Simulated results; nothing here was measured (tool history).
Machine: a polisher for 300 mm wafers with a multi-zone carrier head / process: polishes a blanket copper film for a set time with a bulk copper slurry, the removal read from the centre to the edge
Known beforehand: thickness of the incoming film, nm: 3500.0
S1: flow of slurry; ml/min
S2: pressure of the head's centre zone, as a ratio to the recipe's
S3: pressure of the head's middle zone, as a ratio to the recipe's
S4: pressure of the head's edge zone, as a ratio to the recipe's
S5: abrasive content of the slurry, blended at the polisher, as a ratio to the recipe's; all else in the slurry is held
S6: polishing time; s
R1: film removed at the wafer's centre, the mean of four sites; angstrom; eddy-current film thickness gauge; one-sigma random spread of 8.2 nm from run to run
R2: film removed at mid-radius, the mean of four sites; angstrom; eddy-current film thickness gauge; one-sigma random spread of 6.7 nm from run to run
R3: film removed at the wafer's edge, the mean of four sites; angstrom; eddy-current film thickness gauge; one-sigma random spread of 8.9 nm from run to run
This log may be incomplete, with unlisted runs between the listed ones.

run 1 hour=0.0 | S1=315 S2=1.00 S3=1.00 S4=1.00 S5=1.00 S6=79 | R1=7909.7 R2=7681.6 R3=7731.1
run 2 hour=0.7 | S1=315 S2=1.00 S3=1.00 S4=1.00 S5=0.90 S6=79 | R1=7444.5 R2=7692.4 R3=7574.3
run 3 hour=5.6 | S1=315 S2=1.00 S3=1.00 S4=1.00 S5=0.90 S6=86 | R1=8263.4 R2=8432.8 R3=8260.6
run 4 hour=6.2 | S1=315 S2=1.00 S3=1.00 S4=1.00 S5=0.90 S6=76 | R1=7340.9 R2=7211.1 R3=7294.5
run 5 hour=13.2 | S1=315 S2=1.00 S3=1.00 S4=1.00 S5=0.75 S6=76 | R1=6977.2 R2=6877.3 R3=6907.1
run 6 hour=15.4 | S1=315 S2=0.98 S3=0.98 S4=1.00 S5=0.70 S6=76 | R1=6536.0 R2=6662.0 R3=6866.3

Expected results for the next run?
run 7 hour=24.1 | S1=315 S2=0.97 S3=0.88 S4=0.94 S5=0.55 S6=74 | R1=? R2=? R3=?

For run 7 the tool returned R1 5932.1 angstrom, R2 5654.0 angstrom, R3 6024.8 angstrom.
